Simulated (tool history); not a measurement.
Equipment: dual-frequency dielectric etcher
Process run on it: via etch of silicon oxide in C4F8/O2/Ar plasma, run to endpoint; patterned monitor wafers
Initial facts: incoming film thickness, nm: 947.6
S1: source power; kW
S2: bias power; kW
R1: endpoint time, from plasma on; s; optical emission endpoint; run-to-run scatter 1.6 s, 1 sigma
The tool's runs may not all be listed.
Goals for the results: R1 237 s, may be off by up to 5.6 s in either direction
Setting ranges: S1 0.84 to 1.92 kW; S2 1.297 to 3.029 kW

run 1 day=0 | S1=1.38 S2=2.163 | R1=209.13
run 2 day=0.121 | S1=1.38 S2=2.302 | R1=205.42
run 3 day=0.442 | S1=1.38 S2=2.552 | R1=198.79
run 4 day=0.483 | S1=1.32 S2=2.513 | R1=203.32
-- day=0.621 source power generator calibrated
run 5 day=0.621 | S1=1.32 S2=2.235 | R1=215.21
run 6 day=0.658 | S1=1.32 S2=1.946 | R1=222.74
run 7 day=0.975 | S1=1.3 S2=1.94 | R1=224.66
run 8 day=1.175 | S1=1.28 S2=1.935 | R1=223.95

Of the 5 settings listed for the next run, only one would bring every result within its allowed miss of target. Which one?
run A day=1.375 | S1=1.07 S2=1.693 | R1=?
run B day=1.375 | S1=1.23 S2=2.208 | R1=?
run C day=1.375 | S1=1.1 S2=1.632 | R1=?
run D day=1.375 | S1=1.15 S2=1.854 | R1=?
run E day=1.375 | S1=1.28 S2=1.989 | R1=?

move=A R1=249.59
move=B R1=219.45
move=C R1=249.37
move=D R1=236.68
move=E R1=222.59
A: moves the result that the last run missed by most past its target, out the other side
B: the biggest miss grows against the last run
C: moves the result that the last run missed by most past its target, out the other side
D: hits every target within its allowed miss
E: the biggest miss grows against the last run
D is the move that brings every result within its allowed miss.
